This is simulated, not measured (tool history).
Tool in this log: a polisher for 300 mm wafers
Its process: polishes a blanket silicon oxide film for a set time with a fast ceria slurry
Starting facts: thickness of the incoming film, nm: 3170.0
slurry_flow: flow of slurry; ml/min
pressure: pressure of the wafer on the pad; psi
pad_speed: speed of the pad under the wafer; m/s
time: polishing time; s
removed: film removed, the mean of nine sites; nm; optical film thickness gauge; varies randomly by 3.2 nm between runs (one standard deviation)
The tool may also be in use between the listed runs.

run  hour  slurry_flow  pressure  pad_speed  time  removed
  1   0.0          280       2.8       1.26    31   513.49
  2   8.7          330       2.8       1.26    31   530.43
  3  11.3          325       2.6       1.26    31   496.83
  4  14.5          325       2.6       1.14    31   452.73
  5  22.5          320       2.4       1.14    31   426.26
  6  23.9          320       2.4       1.28    31   464.64

Predict the results of run 7:
  7  29.0          315       2.2       1.28    31        ?

removed: 427.83 nm

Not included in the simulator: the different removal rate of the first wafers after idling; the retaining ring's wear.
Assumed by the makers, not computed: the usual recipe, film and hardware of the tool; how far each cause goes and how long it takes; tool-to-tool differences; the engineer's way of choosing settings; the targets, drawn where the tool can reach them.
